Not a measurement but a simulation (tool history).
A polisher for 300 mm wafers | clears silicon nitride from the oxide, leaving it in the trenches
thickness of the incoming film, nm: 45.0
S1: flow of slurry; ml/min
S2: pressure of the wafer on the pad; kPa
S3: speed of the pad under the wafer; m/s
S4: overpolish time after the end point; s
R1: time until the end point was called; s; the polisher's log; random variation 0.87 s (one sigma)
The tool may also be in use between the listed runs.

run,hour,S1,S2,S3,S4,R1
1,0.0,225,11.7,0.92,15,90.675
2,5.0,225,12.4,0.92,15,86.769
3,13.8,225,12.4,0.74,15,107.120
4,22.1,225,13.1,0.74,15,102.810
5,30.7,205,13.1,0.74,15,103.540
6,37.0,205,13.8,0.74,15,101.010

Run 7 comes next. What will it give?
7,45.0,215,14.5,0.74,15,?

Run 7 gave R1 96.608 s.

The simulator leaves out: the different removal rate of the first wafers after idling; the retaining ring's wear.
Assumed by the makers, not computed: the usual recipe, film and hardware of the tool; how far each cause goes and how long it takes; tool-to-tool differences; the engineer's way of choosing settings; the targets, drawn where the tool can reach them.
